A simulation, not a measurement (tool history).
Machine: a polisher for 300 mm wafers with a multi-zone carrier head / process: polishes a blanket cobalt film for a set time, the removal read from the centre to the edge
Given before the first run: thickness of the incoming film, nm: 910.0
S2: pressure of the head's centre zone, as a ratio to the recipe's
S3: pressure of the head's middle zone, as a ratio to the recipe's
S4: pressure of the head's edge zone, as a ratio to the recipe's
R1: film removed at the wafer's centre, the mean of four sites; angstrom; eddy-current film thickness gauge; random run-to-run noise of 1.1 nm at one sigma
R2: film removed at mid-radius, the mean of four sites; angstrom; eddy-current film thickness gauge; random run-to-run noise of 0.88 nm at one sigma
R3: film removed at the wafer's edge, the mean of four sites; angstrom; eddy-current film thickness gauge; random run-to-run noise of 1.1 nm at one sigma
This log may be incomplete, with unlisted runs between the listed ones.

{"run": 1, "hour": 0.0, "flow of slurry (ml/min)": 200, "S2": 1.0, "S3": 1.0, "S4": 1.0, "polishing time (s)": 49, "R1": 1761.1, "R2": 1720.1, "R3": 1805.9}
{"run": 2, "hour": 7.2, "flow of slurry (ml/min)": 200, "S2": 1.06, "S3": 1.0, "S4": 1.0, "polishing time (s)": 49, "R1": 1887.1, "R2": 1730.8, "R3": 1748.5}
{"run": 3, "hour": 15.7, "flow of slurry (ml/min)": 200, "S2": 1.06, "S3": 1.0, "S4": 1.0, "polishing time (s)": 59, "R1": 2241.5, "R2": 2076.4, "R3": 2127.0}
{"run": 4, "hour": 17.2, "flow of slurry (ml/min)": 250, "S2": 1.06, "S3": 1.0, "S4": 1.0, "polishing time (s)": 59, "R1": 2376.8, "R2": 2147.0, "R3": 2186.3}
{"run": 5, "hour": 20.9, "flow of slurry (ml/min)": 250, "S2": 1.06, "S3": 1.0, "S4": 1.07, "polishing time (s)": 59, "R1": 2359.0, "R2": 2133.5, "R3": 2174.7}
{"run": 6, "hour": 26.7, "flow of slurry (ml/min)": 215, "S2": 1.05, "S3": 1.01, "S4": 1.09, "polishing time (s)": 50, "R1": 1898.6, "R2": 1808.3, "R3": 1880.0}
{"run": 7, "hour": 33.9, "flow of slurry (ml/min)": 195, "S2": 0.96, "S3": 0.94, "S4": 0.99, "polishing time (s)": 36, "R1": 1217.4, "R2": 1197.2, "R3": 1279.3}

Run 8 is up next; what results do you expect?
{"run": 8, "hour": 42.6, "flow of slurry (ml/min)": 210, "S2": 0.96, "S3": 0.95, "S4": 0.95, "polishing time (s)": 33, "R1": "?", "R2": "?", "R3": "?"}

Logged for run 8: R1 1132.4 angstrom, R2 1118.6 angstrom, R3 1159.5 angstrom.
